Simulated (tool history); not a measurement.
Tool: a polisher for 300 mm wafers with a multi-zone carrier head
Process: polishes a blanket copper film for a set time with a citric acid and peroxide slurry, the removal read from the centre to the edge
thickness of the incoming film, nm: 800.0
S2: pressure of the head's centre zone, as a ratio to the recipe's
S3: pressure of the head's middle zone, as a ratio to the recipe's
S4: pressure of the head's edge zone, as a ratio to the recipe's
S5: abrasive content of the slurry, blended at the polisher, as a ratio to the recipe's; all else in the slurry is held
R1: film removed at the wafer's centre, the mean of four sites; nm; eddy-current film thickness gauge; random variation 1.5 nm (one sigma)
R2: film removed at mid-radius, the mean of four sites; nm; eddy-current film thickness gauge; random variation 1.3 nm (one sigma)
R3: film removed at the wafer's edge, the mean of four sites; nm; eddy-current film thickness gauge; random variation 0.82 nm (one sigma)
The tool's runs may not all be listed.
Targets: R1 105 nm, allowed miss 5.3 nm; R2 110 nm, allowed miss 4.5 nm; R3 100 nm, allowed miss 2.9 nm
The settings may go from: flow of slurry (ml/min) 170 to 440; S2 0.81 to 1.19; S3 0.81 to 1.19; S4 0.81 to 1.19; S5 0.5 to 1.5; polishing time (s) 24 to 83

run 1 hour=0 | flow_of_slurry_(ml/min)=280 S2=1 S3=1 S4=1 S5=1 polishing_time_(s)=53 | R1=118.34 R2=123.58 R3=119.08
run 2 hour=3.3 | flow_of_slurry_(ml/min)=280 S2=1 S3=1 S4=0.93 S5=1 polishing_time_(s)=53 | R1=121.45 R2=121.36 R3=113.95
run 3 hour=5.2 | flow_of_slurry_(ml/min)=280 S2=0.99 S3=1 S4=0.92 S5=0.95 polishing_time_(s)=53 | R1=114.82 R2=121.73 R3=114.73
run 4 hour=11.9 | flow_of_slurry_(ml/min)=345 S2=0.99 S3=1 S4=0.92 S5=0.95 polishing_time_(s)=53 | R1=115.08 R2=122.26 R3=115
run 5 hour=13.2 | flow_of_slurry_(ml/min)=410 S2=0.99 S3=1 S4=0.92 S5=0.95 polishing_time_(s)=53 | R1=119.43 R2=122.14 R3=114.45
run 6 hour=18.1 | flow_of_slurry_(ml/min)=410 S2=0.99 S3=1 S4=0.92 S5=1.15 polishing_time_(s)=53 | R1=127.41 R2=127.41 R3=119.67
run 7 hour=21.8 | flow_of_slurry_(ml/min)=410 S2=0.99 S3=1 S4=0.92 S5=1.15 polishing_time_(s)=53 | R1=124.62 R2=129.41 R3=121.34
run 8 hour=25 | flow_of_slurry_(ml/min)=410 S2=0.99 S3=1 S4=0.91 S5=1.1 polishing_time_(s)=53 | R1=119.67 R2=126.79 R3=118.94
run 9 hour=31.2 | flow_of_slurry_(ml/min)=410 S2=1 S3=1 S4=0.9 S5=1.05 polishing_time_(s)=53 | R1=123.91 R2=127.11 R3=117.44
run 10 hour=35.1 | flow_of_slurry_(ml/min)=365 S2=0.9 S3=0.95 S4=0.81 S5=0.8 polishing_time_(s)=50 | R1=97.887 R2=108.4 R3=98.308

Which of these 4 next moves meets every target?
run A hour=39 | flow_of_slurry_(ml/min)=260 S2=0.81 S3=0.98 S4=0.85 S5=0.85 polishing_time_(s)=50 | R1=? R2=? R3=?
run B hour=39 | flow_of_slurry_(ml/min)=340 S2=0.94 S3=0.95 S4=0.81 S5=0.55 polishing_time_(s)=55 | R1=? R2=? R3=?
run C hour=39 | flow_of_slurry_(ml/min)=330 S2=0.87 S3=0.98 S4=0.82 S5=0.8 polishing_time_(s)=50 | R1=? R2=? R3=?
run D hour=39 | flow_of_slurry_(ml/min)=350 S2=0.81 S3=0.95 S4=0.84 S5=0.8 polishing_time_(s)=50 | R1=? R2=? R3=?

move=A R1=86.719 R2=108.51 R3=100.63
move=B R1=103.89 R2=108.69 R3=100.86
move=C R1=94.065 R2=109.26 R3=99.276
move=D R1=87.93 R2=106.95 R3=100.72
A: further off than the last run
B: meets every target
C: further off than the last run
D: further off than the last run
Answer: B
